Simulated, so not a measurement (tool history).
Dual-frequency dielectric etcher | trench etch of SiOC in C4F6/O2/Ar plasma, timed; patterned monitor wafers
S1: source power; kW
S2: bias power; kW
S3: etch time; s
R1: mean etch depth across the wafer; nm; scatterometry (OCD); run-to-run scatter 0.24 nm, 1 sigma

run	hour	S1	S2	S3	R1
1	0.0	0.430	0.235	28.0	70.136
2	7.5	0.410	0.230	28.0	68.775
3	14.8	0.410	0.209	28.0	66.398
4	21.4	0.400	0.207	28.0	66.282
5	25.4	0.400	0.248	28.0	69.529
6	27.6	0.380	0.243	28.0	68.324

What will run 7 give?
7	30.3	0.360	0.238	28.0	?

R1: 66.086 nm
